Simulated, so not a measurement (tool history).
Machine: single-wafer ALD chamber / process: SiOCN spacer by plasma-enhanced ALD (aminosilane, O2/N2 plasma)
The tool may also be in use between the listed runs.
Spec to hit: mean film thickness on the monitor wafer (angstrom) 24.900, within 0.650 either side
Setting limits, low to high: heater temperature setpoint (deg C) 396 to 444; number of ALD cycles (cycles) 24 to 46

| run | hour | heater temperature setpoint (deg C) | number of ALD cycles (cycles) | mean film thickness on the monitor wafer (angstrom) |
|---|---|---|---|---|
| 1 | 0.0 | 420 | 35 | 18.620 |
| 2 | 3.4 | 420 | 38 | 20.130 |
| 3 | 9.5 | 420 | 33 | 17.622 |
| 4 | 14.3 | 413 | 33 | 18.032 |
| 5 | 21.5 | 410 | 36 | 19.771 |
| 6 | 25.4 | 408 | 38 | 20.906 |
| 7 | 26.6 | 407 | 40 | 21.977 |
| 8 | 27.4 | 406 | 41 | 22.913 |
| 9 | 32.9 | 405 | 42 | 23.361 |
| 10 | 37.4 | 404 | 43 | 23.947 |
| 11 | 46.2 | 403 | 43 | 24.114 |

Next run, 5 choices. One meets every target within its allowed miss, the rest don't. Which?
| A | 55.0 | 406 | 40 | ? |
| B | 55.0 | 401 | 46 | ? |
| C | 55.0 | 406 | 41 | ? |
| D | 55.0 | 413 | 46 | ? |
| E | 55.0 | 403 | 42 | ? |

| move | mean film thickness on the monitor wafer (angstrom) |
|---|---|
| A | 22.047 |
| B | 25.738 |
| C | 22.598 |
| D | 24.816 |
| E | 23.360 |
A: moves away from the targets compared with the last run
B: takes the result that was furthest off past its target
C: moves away from the targets compared with the last run
D: all results in spec
E: moves away from the targets compared with the last run
Correct choice: D, which meets every target
